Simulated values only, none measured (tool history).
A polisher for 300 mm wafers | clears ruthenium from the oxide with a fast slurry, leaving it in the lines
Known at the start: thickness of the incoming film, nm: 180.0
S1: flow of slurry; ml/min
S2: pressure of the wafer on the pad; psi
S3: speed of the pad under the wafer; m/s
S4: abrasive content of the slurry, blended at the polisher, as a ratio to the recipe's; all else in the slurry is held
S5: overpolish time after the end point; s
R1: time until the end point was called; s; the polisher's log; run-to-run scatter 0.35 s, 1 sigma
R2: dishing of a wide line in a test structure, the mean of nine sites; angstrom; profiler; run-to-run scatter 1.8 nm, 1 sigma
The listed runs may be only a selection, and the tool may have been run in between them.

Run 1, day 0: S1 300 ml/min, S2 3.4 psi, S3 1 m/s, S4 1, S5 23 s. Result: R1 34.586 s, R2 877.96 angstrom.
Run 2, day 0.025: S1 365 ml/min, S2 3.4 psi, S3 1 m/s, S4 1, S5 23 s. Result: R1 34.067 s, R2 896.82 angstrom.
Run 3, day 0.321: S1 365 ml/min, S2 3.4 psi, S3 1 m/s, S4 1, S5 16 s. Result: R1 34.153 s, R2 653.21 angstrom.
Run 4, day 0.396: S1 365 ml/min, S2 3.4 psi, S3 1 m/s, S4 1, S5 18 s. Result: R1 33.584 s, R2 736.91 angstrom.
Run 5, day 0.592: S1 340 ml/min, S2 3.4 psi, S3 1 m/s, S4 1, S5 18 s. Result: R1 33.663 s, R2 714.33 angstrom.
Run 6, day 0.842: S1 340 ml/min, S2 3.4 psi, S3 1 m/s, S4 1, S5 20 s. Result: R1 34.431 s, R2 774.64 angstrom.
Run 7, day 0.862: S1 340 ml/min, S2 3.4 psi, S3 1 m/s, S4 1, S5 22 s. Result: R1 33.953 s, R2 858.33 angstrom.
Run 8, day 0.912: S1 340 ml/min, S2 3.4 psi, S3 1 m/s, S4 1, S5 23 s. Result: R1 33.885 s, R2 885.48 angstrom.
Run 9, day 1.158: S1 340 ml/min, S2 3.4 psi, S3 1 m/s, S4 1, S5 23 s. Result: R1 34.096 s, R2 898.52 angstrom.
Run 10, day 1.533: S1 340 ml/min, S2 3.4 psi, S3 1 m/s, S4 1, S5 24 s. Result: R1 33.846 s, R2 934.69 angstrom.

Run 11 comes next. What will it give?
Run 11, day 1.738: S1 340 ml/min, S2 3.4 psi, S3 1 m/s, S4 1, S5 25 s. Result: R1 ?, R2 ?.

{"run 11": {"R1": 34.141, "R2": 935.66}}

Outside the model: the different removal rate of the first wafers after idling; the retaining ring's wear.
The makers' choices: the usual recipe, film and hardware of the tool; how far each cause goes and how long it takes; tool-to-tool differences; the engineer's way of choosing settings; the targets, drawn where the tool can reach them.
